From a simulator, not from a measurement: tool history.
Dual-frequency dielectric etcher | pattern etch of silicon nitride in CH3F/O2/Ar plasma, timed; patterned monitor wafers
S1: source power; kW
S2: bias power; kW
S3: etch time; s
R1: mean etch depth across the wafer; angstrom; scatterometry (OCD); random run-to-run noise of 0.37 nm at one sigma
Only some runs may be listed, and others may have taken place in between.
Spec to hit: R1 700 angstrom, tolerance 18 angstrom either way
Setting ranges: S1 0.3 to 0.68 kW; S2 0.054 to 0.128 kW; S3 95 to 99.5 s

| run | day | S1 | S2 | S3 | R1 |
|---|---|---|---|---|---|
| 1 | 0 | 0.49 | 0.091 | 95 | 790.4 |
| 2 | 0.062 | 0.46 | 0.089 | 95 | 773.3 |
| 3 | 0.25 | 0.46 | 0.081 | 95 | 752.54 |
| 4 | 0.483 | 0.44 | 0.079 | 95 | 729.02 |
| 5 | 0.667 | 0.44 | 0.079 | 99.5 | 763.4 |
| 6 | 0.983 | 0.39 | 0.079 | 99.5 | 746.88 |
| 7 | 1.279 | 0.38 | 0.078 | 99.5 | 743.32 |
| 8 | 1.421 | 0.37 | 0.076 | 99.5 | 728.46 |
| 9 | 1.546 | 0.36 | 0.075 | 99.5 | 716.3 |

Exactly one of the 4 candidate moves below puts every result within its allowed miss. Which one?
| A | 1.671 | 0.38 | 0.059 | 99.5 | ? |
| B | 1.671 | 0.3 | 0.09 | 99.5 | ? |
| C | 1.671 | 0.42 | 0.058 | 98 | ? |
| D | 1.671 | 0.3 | 0.086 | 95 | ? |

| move | R1 |
|---|---|
| A | 657.89 |
| B | 741.1 |
| C | 657.52 |
| D | 694.88 |
A: moves the result that the last run missed by most past its target, out the other side
B: misses by more than the last run did
C: moves the result that the last run missed by most past its target, out the other side
D: in spec on every target
So the answer is move D, the one that meets all the targets.
